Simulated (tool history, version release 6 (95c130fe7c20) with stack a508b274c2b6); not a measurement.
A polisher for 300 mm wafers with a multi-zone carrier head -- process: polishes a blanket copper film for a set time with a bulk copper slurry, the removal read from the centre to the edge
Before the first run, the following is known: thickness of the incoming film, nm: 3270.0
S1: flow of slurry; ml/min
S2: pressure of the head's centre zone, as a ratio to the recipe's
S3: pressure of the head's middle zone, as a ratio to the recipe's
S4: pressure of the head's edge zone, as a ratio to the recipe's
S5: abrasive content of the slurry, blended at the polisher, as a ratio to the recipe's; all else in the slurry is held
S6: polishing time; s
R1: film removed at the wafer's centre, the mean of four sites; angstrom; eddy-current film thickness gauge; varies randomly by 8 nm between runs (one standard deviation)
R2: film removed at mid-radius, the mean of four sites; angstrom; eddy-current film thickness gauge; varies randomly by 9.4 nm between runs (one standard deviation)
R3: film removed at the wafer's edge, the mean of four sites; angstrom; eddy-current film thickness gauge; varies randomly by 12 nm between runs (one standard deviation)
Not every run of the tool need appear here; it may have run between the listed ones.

run,hour,S1,S2,S3,S4,S5,S6,R1,R2,R3
1,0,215,1,1,1,1,63,7804.1,7547.7,7298
2,5,225,1.03,0.99,1.03,1.05,63,8276.2,7678,7803.6
3,8.9,225,1.03,0.93,1.03,1.05,63,8185.7,7274.7,7512.6
4,17.7,235,1.06,0.94,1.04,1.05,63,8505.2,7416.2,7916.6
5,21.9,245,1.09,0.94,1.02,1.05,63,8661.8,7623.2,7870.9
6,30,245,1.09,0.94,1.02,1.05,74,10324,8921.2,9159.7
7,31.9,235,1.09,0.92,1.02,1.05,74,10153,8372.9,8760.7
8,35.6,230,1.09,0.92,1.02,1.05,74,10293,8262.5,9243.6
9,38.6,260,1.09,0.89,0.95,0.9,73,9742.1,7874.7,8283.8

Run 10 is up next; what results do you expect?
10,44.1,265,1.1,0.89,0.96,0.9,73,?,?,?

R1: 9730.8 angstrom
R2: 7860.9 angstrom
R3: 8164.4 angstrom
